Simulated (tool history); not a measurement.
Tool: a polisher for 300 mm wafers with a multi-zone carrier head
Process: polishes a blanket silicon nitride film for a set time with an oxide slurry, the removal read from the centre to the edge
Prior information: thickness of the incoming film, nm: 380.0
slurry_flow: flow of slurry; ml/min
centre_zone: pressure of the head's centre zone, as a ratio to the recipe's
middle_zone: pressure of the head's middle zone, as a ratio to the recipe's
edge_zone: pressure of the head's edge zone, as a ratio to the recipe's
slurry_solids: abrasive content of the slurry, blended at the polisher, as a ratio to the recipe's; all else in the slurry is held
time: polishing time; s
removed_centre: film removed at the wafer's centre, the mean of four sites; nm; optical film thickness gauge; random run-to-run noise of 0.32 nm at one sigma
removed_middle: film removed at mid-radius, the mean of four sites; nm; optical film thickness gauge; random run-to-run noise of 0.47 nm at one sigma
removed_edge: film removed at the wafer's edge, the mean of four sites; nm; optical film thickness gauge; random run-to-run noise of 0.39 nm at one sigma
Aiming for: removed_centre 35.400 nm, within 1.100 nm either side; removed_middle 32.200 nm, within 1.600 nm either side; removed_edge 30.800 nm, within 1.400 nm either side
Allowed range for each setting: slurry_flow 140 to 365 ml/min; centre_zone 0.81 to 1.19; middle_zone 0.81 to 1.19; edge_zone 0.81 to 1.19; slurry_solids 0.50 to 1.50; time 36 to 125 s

| run | hour | slurry_flow | centre_zone | middle_zone | edge_zone | slurry_solids | time | removed_centre | removed_middle | removed_edge |
|---|---|---|---|---|---|---|---|---|---|---|
| 1 | 0.0 | 235 | 1.00 | 1.00 | 1.00 | 1.00 | 80 | 44.430 | 42.115 | 43.912 |
| 2 | 1.1 | 235 | 1.00 | 1.00 | 1.00 | 1.00 | 90 | 50.411 | 48.420 | 49.984 |
| 3 | 4.1 | 240 | 1.01 | 1.00 | 0.96 | 0.85 | 85 | 44.436 | 41.973 | 42.424 |
| 4 | 12.0 | 240 | 1.01 | 1.00 | 0.96 | 0.85 | 73 | 38.359 | 36.769 | 36.447 |
|  | 18.1 | centre zone pressure recalibrated |
| 5 | 18.1 | 240 | 1.01 | 1.00 | 0.96 | 1.00 | 73 | 39.689 | 39.045 | 38.799 |
| 6 | 19.5 | 240 | 1.01 | 1.00 | 0.96 | 1.15 | 73 | 42.297 | 41.930 | 41.494 |
| 7 | 21.1 | 240 | 1.02 | 0.99 | 0.93 | 1.00 | 73 | 40.469 | 38.253 | 39.011 |
| 8 | 26.7 | 245 | 1.03 | 1.00 | 0.92 | 0.85 | 73 | 37.632 | 36.981 | 35.814 |
| 9 | 35.3 | 230 | 1.09 | 0.92 | 0.82 | 0.65 | 72 | 33.306 | 28.659 | 28.159 |
| 10 | 40.9 | 245 | 1.09 | 0.94 | 0.84 | 0.65 | 72 | 33.389 | 29.117 | 28.954 |

Below are 5 possible settings for the next run. Only one of them brings all results inside the allowed miss of their targets. Which is it?
| A | 46.5 | 235 | 1.04 | 1.06 | 0.81 | 0.70 | 69 | ? | ? | ? |
| B | 46.5 | 140 | 1.00 | 1.07 | 0.81 | 1.05 | 60 | ? | ? | ? |
| C | 46.5 | 250 | 1.10 | 0.99 | 0.84 | 0.75 | 70 | ? | ? | ? |
| D | 46.5 | 225 | 1.09 | 1.07 | 0.81 | 0.65 | 68 | ? | ? | ? |
| E | 46.5 | 180 | 1.19 | 1.09 | 0.81 | 0.65 | 68 | ? | ? | ? |

| move | removed_centre | removed_middle | removed_edge |
|---|---|---|---|
| A | 31.778 | 31.947 | 28.932 |
| B | 31.180 | 32.912 | 29.919 |
| C | 35.421 | 31.944 | 31.147 |
| D | 31.162 | 30.282 | 27.233 |
| E | 33.008 | 30.157 | 26.835 |
A: brings the last run's worst result on target, with another outside its allowed miss
B: brings the last run's worst result on target, with another outside its allowed miss
C: all results in spec
D: the biggest miss grows against the last run
E: the biggest miss grows against the last run
C meets every target.
